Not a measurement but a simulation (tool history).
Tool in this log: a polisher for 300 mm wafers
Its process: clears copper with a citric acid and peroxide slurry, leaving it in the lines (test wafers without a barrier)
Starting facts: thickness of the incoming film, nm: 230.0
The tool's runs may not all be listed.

| run | hour | flow of slurry (ml/min) | pressure of the wafer on the pad (psi) | speed of the pad under the wafer (cm/s) | abrasive content of the slurry | overpolish time after the end point (s) | time until the end point was called (s) | dishing of a wide line in a test structure (angstrom) |
|---|---|---|---|---|---|---|---|---|
| 1 | 0.0 | 195 | 2.2 | 120 | 1.00 | 24 | 109.580 | 321.09 |
| 2 | 5.5 | 195 | 2.2 | 120 | 1.15 | 24 | 106.250 | 307.64 |
| 3 | 13.5 | 195 | 2.2 | 120 | 0.95 | 24 | 113.770 | 335.29 |
| 4 | 18.2 | 240 | 2.2 | 120 | 0.95 | 24 | 108.400 | 327.98 |
| 5 | 24.7 | 245 | 2.4 | 120 | 0.95 | 23 | 100.160 | 335.25 |
| 6 | 26.6 | 245 | 2.4 | 134 | 0.95 | 23 | 91.447 | 363.49 |
| 7 | 32.9 | 245 | 2.6 | 134 | 0.95 | 22 | 85.043 | 365.99 |
| 8 | 35.9 | 245 | 2.7 | 134 | 0.95 | 22 | 82.953 | 395.44 |
| 9 | 38.4 | 250 | 2.8 | 134 | 0.95 | 21 | 78.579 | 397.06 |

Run 10 is up next; what results do you expect?
| 10 | 42.1 | 250 | 2.9 | 134 | 0.95 | 21 | ? | ? |

For run 10 the tool returned time until the end point was called (s) 76.613, dishing of a wide line in a test structure (angstrom) 409.04.
